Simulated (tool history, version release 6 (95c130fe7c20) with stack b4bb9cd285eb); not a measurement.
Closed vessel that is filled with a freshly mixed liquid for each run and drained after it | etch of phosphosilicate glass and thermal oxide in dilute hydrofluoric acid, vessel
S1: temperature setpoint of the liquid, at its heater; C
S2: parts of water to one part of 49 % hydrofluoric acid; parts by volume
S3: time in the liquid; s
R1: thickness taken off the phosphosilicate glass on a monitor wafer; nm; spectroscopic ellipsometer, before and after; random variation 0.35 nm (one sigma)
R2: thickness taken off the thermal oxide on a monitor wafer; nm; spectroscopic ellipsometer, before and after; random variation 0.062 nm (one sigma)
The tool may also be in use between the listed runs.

run	hour	S1	S2	S3	R1	R2
1	0.0	22.0	295	60	26.254	0.73865
2	7.9	20.0	295	60	24.599	0.65647
3	15.7	21.5	250	60	32.071	0.94450
4	23.2	21.5	250	45	24.123	0.67896
5	32.1	21.5	250	30	16.013	0.45792
6	40.9	21.5	250	30	15.916	0.43577
7	49.6	22.5	210	35	23.933	0.69146
8	54.4	24.0	175	35	31.207	0.87289
9	57.1	25.0	150	35	39.359	1.09520
10	61.3	26.0	135	35	46.176	1.33530
11	63.9	30.0	65	35	123.050	3.55190
12	68.3	29.0	65	35	118.120	3.40230

Run 13 comes next. What will it give?
13	75.1	28.0	65	35	?	?

R1: 113.760 nm
R2: 3.23620 nm
